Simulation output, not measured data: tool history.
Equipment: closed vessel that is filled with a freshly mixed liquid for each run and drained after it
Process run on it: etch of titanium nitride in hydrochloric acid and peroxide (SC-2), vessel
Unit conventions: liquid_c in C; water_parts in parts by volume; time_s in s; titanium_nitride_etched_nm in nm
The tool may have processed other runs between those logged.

run	day	liquid_c	water_parts	time_s	titanium_nitride_etched_nm
1	0	46	6.5	40	1.3084
2	0.175	50	6.5	40	1.7053
3	0.308	53	6.5	40	2.0686
4	0.462	55	6.5	40	2.4189
5	0.621	56.5	6.5	40	2.5905
6	0.671	58	6.5	40	2.9189
7	0.933	58	6.5	40	2.8935
8	1.212	59	6.5	40	3.0317
9	1.304	59	6.5	40	3.111

Run 10 comes next. What will it give?
10	1.367	59	6.5	40	?

{"run 10": {"titanium_nitride_etched_nm": 3.0745}}
